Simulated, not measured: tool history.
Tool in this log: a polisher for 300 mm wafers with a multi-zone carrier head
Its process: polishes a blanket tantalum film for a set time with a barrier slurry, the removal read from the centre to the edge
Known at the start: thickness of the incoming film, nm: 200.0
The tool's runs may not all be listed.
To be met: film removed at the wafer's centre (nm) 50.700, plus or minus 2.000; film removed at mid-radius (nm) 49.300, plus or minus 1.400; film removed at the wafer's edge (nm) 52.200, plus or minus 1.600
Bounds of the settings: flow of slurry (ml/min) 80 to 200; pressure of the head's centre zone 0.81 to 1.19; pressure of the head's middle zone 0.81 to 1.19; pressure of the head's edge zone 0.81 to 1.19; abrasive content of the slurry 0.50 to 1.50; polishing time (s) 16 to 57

run	hour	flow of slurry (ml/min)	pressure of the head's centre zone	pressure of the head's middle zone	pressure of the head's edge zone	abrasive content of the slurry	polishing time (s)	film removed at the wafer's centre (nm)	film removed at mid-radius (nm)	film removed at the wafer's edge (nm)
1	0.0	130	1.00	1.00	1.00	1.00	36	72.627	77.958	76.402
2	4.5	130	1.00	0.96	1.00	1.00	36	75.032	75.884	75.921
3	10.4	130	0.96	0.96	1.00	1.00	36	70.715	75.412	75.674
4	11.9	120	0.95	0.92	0.97	0.85	35	64.579	66.901	70.242
5	20.4	120	0.95	0.92	0.97	0.85	39	71.444	74.518	77.388
6	25.2	120	0.96	0.91	0.93	0.75	36	64.511	66.095	67.446
7	25.9	115	0.95	0.89	0.90	0.70	35	61.515	61.840	64.351
8	34.9	110	0.95	0.88	0.88	0.65	34	58.330	58.370	60.115
9	37.1	105	0.95	0.87	0.87	0.60	33	54.598	54.480	56.045
10	37.9	100	0.95	0.86	0.86	0.60	33	54.849	53.210	56.140
11	43.9	95	0.94	0.86	0.85	0.55	33	52.731	51.780	55.004
12	49.9	95	0.94	0.86	0.84	0.55	33	51.650	52.289	54.312
13	54.8	90	0.94	0.85	0.83	0.55	33	52.040	50.791	53.369

Of the 4 settings listed for the next run, only one would bring every result within its allowed miss of target. Which one?
A	59.7	100	0.97	0.86	0.88	0.55	31	?	?	?
B	59.7	95	0.88	0.83	0.94	0.50	33	?	?	?
C	59.7	80	0.99	0.81	0.88	0.80	32	?	?	?
D	59.7	90	1.04	0.81	0.81	0.75	31	?	?	?

move	film removed at the wafer's centre (nm)	film removed at mid-radius (nm)	film removed at the wafer's edge (nm)
A	50.630	49.905	52.227
B	47.279	50.051	55.797
C	54.271	50.324	56.310
D	56.331	49.469	52.857
A: all results land within tolerance of their targets
B: the worst result of the last run now meets its target, but another is out of spec
C: the worst result of the last run now meets its target, but another is out of spec
D: the worst result of the last run now meets its target, but another is out of spec
The right move is A.

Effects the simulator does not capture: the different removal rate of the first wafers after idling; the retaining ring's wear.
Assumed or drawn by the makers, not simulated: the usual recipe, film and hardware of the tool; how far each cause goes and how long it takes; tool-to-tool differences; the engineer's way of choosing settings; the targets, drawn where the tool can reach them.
